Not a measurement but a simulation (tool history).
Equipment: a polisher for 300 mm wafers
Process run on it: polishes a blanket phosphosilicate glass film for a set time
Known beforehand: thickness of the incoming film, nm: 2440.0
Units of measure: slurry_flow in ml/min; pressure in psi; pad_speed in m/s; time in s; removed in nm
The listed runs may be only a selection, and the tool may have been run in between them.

{"run": 1, "day": 0.0, "slurry_flow": 250, "pressure": 3.9, "pad_speed": 1.14, "slurry_solids": 1.0, "time": 43, "removed": 430.99}
{"run": 2, "day": 0.162, "slurry_flow": 245, "pressure": 3.6, "pad_speed": 1.14, "slurry_solids": 1.0, "time": 43, "removed": 397.39}
{"run": 3, "day": 0.479, "slurry_flow": 240, "pressure": 3.4, "pad_speed": 1.14, "slurry_solids": 1.0, "time": 43, "removed": 379.54}
{"run": 4, "day": 0.596, "slurry_flow": 240, "pressure": 3.0, "pad_speed": 1.14, "slurry_solids": 1.0, "time": 43, "removed": 337.73}
{"run": 5, "day": 0.771, "slurry_flow": 240, "pressure": 3.0, "pad_speed": 0.94, "slurry_solids": 1.0, "time": 43, "removed": 287.22}
{"run": 6, "day": 0.812, "slurry_flow": 300, "pressure": 3.0, "pad_speed": 0.94, "slurry_solids": 1.0, "time": 43, "removed": 293.11}
{"run": 7, "day": 0.85, "slurry_flow": 300, "pressure": 3.1, "pad_speed": 0.94, "slurry_solids": 1.0, "time": 43, "removed": 304.85}

What does the tool deliver on the next run?
{"run": 8, "day": 1.138, "slurry_flow": 305, "pressure": 3.1, "pad_speed": 0.94, "slurry_solids": 1.0, "time": 43, "removed": "?"}

Run 8 yielded removed 302.15 nm.
